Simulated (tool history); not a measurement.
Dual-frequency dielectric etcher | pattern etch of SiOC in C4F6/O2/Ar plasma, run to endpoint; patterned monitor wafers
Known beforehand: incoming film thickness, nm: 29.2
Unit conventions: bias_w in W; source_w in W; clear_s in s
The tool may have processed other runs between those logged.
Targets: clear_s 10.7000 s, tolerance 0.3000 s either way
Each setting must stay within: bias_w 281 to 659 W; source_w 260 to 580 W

| run | hour | bias_w | source_w | clear_s |
|---|---|---|---|---|
| 1 | 0.0 | 470 | 420 | 8.9888 |
| 2 | 1.7 | 470 | 480 | 8.7829 |
| 3 | 9.6 | 437 | 460 | 9.2005 |
| 4 | 18.2 | 437 | 510 | 8.8319 |
| 5 | 24.0 | 437 | 570 | 8.4927 |
| 6 | 31.5 | 410 | 550 | 8.8911 |
| 7 | 35.1 | 387 | 540 | 9.2806 |
| 8 | 38.4 | 370 | 540 | 9.2702 |
| 9 | 41.4 | 354 | 520 | 9.6953 |
|  | 43.2 | source power generator calibrated |
| 10 | 43.2 | 342 | 520 | 9.6729 |
| 11 | 47.1 | 331 | 510 | 9.9644 |
| 12 | 53.7 | 322 | 510 | 9.8349 |
| 13 | 58.8 | 315 | 490 | 10.3060 |
| 14 | 62.8 | 310 | 490 | 10.2920 |

Pick the move, out of 4, that brings all results within their allowed miss; only one does.
| A | 66.8 | 341 | 470 | ? |
| B | 66.8 | 281 | 420 | ? |
| C | 66.8 | 281 | 520 | ? |
| D | 66.8 | 281 | 430 | ? |

| move | clear_s |
|---|---|
| A | 10.0260 |
| B | 11.3860 |
| C | 10.5860 |
| D | 11.2960 |
A: misses by more than the last run did
B: takes the biggest miss from the last run beyond its target
C: each result inside its tolerance
D: takes the biggest miss from the last run beyond its target
Correct choice: C, which meets every target
